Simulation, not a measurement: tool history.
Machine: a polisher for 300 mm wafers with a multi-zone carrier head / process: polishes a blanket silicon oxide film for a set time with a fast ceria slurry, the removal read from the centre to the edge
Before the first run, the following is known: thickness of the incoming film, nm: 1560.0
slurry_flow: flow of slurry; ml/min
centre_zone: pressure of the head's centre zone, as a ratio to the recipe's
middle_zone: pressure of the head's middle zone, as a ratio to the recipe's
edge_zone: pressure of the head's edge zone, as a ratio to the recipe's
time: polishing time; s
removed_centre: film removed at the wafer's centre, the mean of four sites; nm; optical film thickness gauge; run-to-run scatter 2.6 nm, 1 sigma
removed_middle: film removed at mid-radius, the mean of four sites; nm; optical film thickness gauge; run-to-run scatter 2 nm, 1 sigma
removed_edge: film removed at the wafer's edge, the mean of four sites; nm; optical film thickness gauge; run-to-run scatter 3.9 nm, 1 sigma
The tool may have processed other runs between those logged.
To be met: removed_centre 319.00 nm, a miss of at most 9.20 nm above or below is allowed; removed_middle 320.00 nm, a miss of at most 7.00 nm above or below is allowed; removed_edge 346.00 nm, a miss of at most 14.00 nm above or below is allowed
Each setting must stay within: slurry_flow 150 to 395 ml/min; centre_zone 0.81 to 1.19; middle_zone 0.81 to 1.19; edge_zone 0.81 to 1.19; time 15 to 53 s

{"run": 1, "hour": 0.0, "slurry_flow": 250, "centre_zone": 1.0, "middle_zone": 1.0, "edge_zone": 1.0, "time": 34, "removed_centre": 566.32, "removed_middle": 526.1, "removed_edge": 560.36}
{"run": 2, "hour": 8.1, "slurry_flow": 245, "centre_zone": 0.97, "middle_zone": 0.98, "edge_zone": 0.97, "time": 32, "removed_centre": 511.69, "removed_middle": 486.62, "removed_edge": 511.29}
{"run": 3, "hour": 15.6, "slurry_flow": 235, "centre_zone": 0.94, "middle_zone": 0.95, "edge_zone": 0.95, "time": 30, "removed_centre": 464.95, "removed_middle": 439.43, "removed_edge": 473.16}
{"run": 4, "hour": 18.2, "slurry_flow": 235, "centre_zone": 0.94, "middle_zone": 0.95, "edge_zone": 0.95, "time": 35, "removed_centre": 532.53, "removed_middle": 511.95, "removed_edge": 554.46}
{"run": 5, "hour": 27.0, "slurry_flow": 230, "centre_zone": 0.92, "middle_zone": 0.93, "edge_zone": 0.93, "time": 33, "removed_centre": 497.6, "removed_middle": 477.02, "removed_edge": 520.83}
{"run": 6, "hour": 30.2, "slurry_flow": 225, "centre_zone": 0.9, "middle_zone": 0.92, "edge_zone": 0.91, "time": 31, "removed_centre": 455.32, "removed_middle": 439.45, "removed_edge": 471.77}
{"run": 7, "hour": 37.6, "slurry_flow": 165, "centre_zone": 0.81, "middle_zone": 0.85, "edge_zone": 0.88, "time": 22, "removed_centre": 285.87, "removed_middle": 288.35, "removed_edge": 327.09}
{"run": 8, "hour": 43.4, "slurry_flow": 165, "centre_zone": 0.81, "middle_zone": 0.85, "edge_zone": 0.88, "time": 22, "removed_centre": 283.77, "removed_middle": 288.46, "removed_edge": 320.43}
{"run": 9, "hour": 47.5, "slurry_flow": 185, "centre_zone": 0.81, "middle_zone": 0.85, "edge_zone": 0.88, "time": 22, "removed_centre": 293.62, "removed_middle": 287.78, "removed_edge": 331.25}
{"run": 10, "hour": 52.9, "slurry_flow": 185, "centre_zone": 0.81, "middle_zone": 0.85, "edge_zone": 0.88, "time": 22, "removed_centre": 286.83, "removed_middle": 285.38, "removed_edge": 336.3}
{"run": 11, "hour": 54.6, "slurry_flow": 185, "centre_zone": 0.81, "middle_zone": 0.85, "edge_zone": 0.88, "time": 22, "removed_centre": 287.43, "removed_middle": 288.99, "removed_edge": 329.22}
{"run": 12, "hour": 62.3, "slurry_flow": 200, "centre_zone": 0.82, "middle_zone": 0.86, "edge_zone": 0.88, "time": 22, "removed_centre": 292.25, "removed_middle": 297.03, "removed_edge": 335.59}
{"run": 13, "hour": 64.5, "slurry_flow": 210, "centre_zone": 0.83, "middle_zone": 0.86, "edge_zone": 0.88, "time": 22, "removed_centre": 301.19, "removed_middle": 295.25, "removed_edge": 334.53}
{"run": 14, "hour": 67.6, "slurry_flow": 220, "centre_zone": 0.83, "middle_zone": 0.87, "edge_zone": 0.88, "time": 22, "removed_centre": 300.94, "removed_middle": 303.28, "removed_edge": 332.2}
{"run": 15, "hour": 70.6, "slurry_flow": 280, "centre_zone": 0.86, "middle_zone": 0.88, "edge_zone": 0.93, "time": 22, "removed_centre": 317.51, "removed_middle": 306.62, "removed_edge": 347.82}

Pick the move, out of 4, that brings all results within their allowed miss; only one does.
{"run": "A", "hour": 73.6, "slurry_flow": 270, "centre_zone": 0.87, "middle_zone": 0.92, "edge_zone": 0.92, "time": 22, "removed_centre": "?", "removed_middle": "?", "removed_edge": "?"}
{"run": "B", "hour": 73.6, "slurry_flow": 300, "centre_zone": 0.91, "middle_zone": 0.92, "edge_zone": 0.97, "time": 20, "removed_centre": "?", "removed_middle": "?", "removed_edge": "?"}
{"run": "C", "hour": 73.6, "slurry_flow": 265, "centre_zone": 0.85, "middle_zone": 0.87, "edge_zone": 0.91, "time": 22, "removed_centre": "?", "removed_middle": "?", "removed_edge": "?"}
{"run": "D", "hour": 73.6, "slurry_flow": 285, "centre_zone": 0.85, "middle_zone": 0.97, "edge_zone": 0.9, "time": 22, "removed_centre": "?", "removed_middle": "?", "removed_edge": "?"}

move=A removed_centre=317.53 removed_middle=319.44 removed_edge=345.73
move=B removed_centre=303.55 removed_middle=292.87 removed_edge=324.37
move=C removed_centre=310.30 removed_middle=305.25 removed_edge=343.79
move=D removed_centre=312.64 removed_middle=334.73 removed_edge=343.22
A: in spec on every target
B: further off than the last run
C: further off than the last run
D: takes the result that was furthest off past its target
Go with A: it meets all targets.
